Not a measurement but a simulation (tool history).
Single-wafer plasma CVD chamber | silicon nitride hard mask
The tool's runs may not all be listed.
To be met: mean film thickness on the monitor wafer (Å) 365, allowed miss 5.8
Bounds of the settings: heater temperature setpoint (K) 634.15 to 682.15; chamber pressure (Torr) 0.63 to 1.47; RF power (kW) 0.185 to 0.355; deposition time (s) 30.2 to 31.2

| run | hour | heater temperature setpoint (K) | chamber pressure (Torr) | RF power (kW) | deposition time (s) | mean film thickness on the monitor wafer (Å) |
|---|---|---|---|---|---|---|
| 1 | 0 | 658.15 | 1.05 | 0.27 | 30.2 | 295.71 |
| 2 | 1.5 | 658.15 | 0.87 | 0.27 | 30.2 | 277.61 |
| 3 | 3.8 | 658.15 | 0.73 | 0.27 | 30.2 | 263.36 |
| 4 | 4.6 | 658.15 | 0.73 | 0.27 | 30.2 | 261.41 |
| 5 | 5.5 | 663.15 | 0.73 | 0.27 | 30.2 | 261.63 |
| 6 | 14.1 | 663.15 | 0.97 | 0.28 | 30.2 | 296.46 |
| 7 | 20.4 | 663.15 | 1.13 | 0.285 | 30.2 | 315.1 |
| 8 | 23 | 663.15 | 1.23 | 0.29 | 30.2 | 330.8 |
| 9 | 25.7 | 663.15 | 1.44 | 0.3 | 30.2 | 359.05 |
| 10 | 27.4 | 663.15 | 1.45 | 0.3 | 30.2 | 352.61 |

5 next moves are on the table. One of them brings every result within its allowed miss. Which?
| A | 29.1 | 656.15 | 1.31 | 0.29 | 30.2 | ? |
| B | 29.1 | 666.15 | 1.47 | 0.305 | 30.5 | ? |
| C | 29.1 | 655.15 | 1.46 | 0.29 | 30.6 | ? |
| D | 29.1 | 653.15 | 1.46 | 0.29 | 30.2 | ? |
| E | 29.1 | 675.15 | 1.47 | 0.295 | 30.6 | ? |

| move | mean film thickness on the monitor wafer (Å) |
|---|---|
| A | 334.88 |
| B | 362.76 |
| C | 350.49 |
| D | 346.21 |
| E | 353.13 |
A: further off than the last run
B: meets every target
C: further off than the last run
D: further off than the last run
E: as far off as the last run
The right move is B.
